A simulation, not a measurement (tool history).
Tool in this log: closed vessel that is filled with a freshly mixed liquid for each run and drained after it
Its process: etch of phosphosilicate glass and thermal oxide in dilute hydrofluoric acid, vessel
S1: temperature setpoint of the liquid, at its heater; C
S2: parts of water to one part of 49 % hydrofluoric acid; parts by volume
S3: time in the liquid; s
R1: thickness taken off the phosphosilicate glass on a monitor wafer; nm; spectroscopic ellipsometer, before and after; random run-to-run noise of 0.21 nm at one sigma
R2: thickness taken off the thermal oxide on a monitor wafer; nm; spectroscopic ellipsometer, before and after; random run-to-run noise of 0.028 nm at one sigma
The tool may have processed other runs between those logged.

run 1 hour=0 | S1=23 S2=165 S3=60 | R1=68.646 R2=1.4366
run 2 hour=8.3 | S1=21 S2=165 S3=60 | R1=63.095 R2=1.3734
run 3 hour=14 | S1=21 S2=165 S3=45 | R1=47.509 R2=1.0157
run 4 hour=19.5 | S1=22 S2=165 S3=45 | R1=49.4 R2=0.9984
run 5 hour=25.9 | S1=22 S2=160 S3=45 | R1=51.03 R2=1.0889
run 6 hour=31.4 | S1=19 S2=160 S3=45 | R1=45.659 R2=0.97102

For run 7, what comes out?
run 7 hour=34.2 | S1=23 S2=160 S3=45 | R1=? R2=?

R1: 53.079 nm
R2: 1.1915 nm
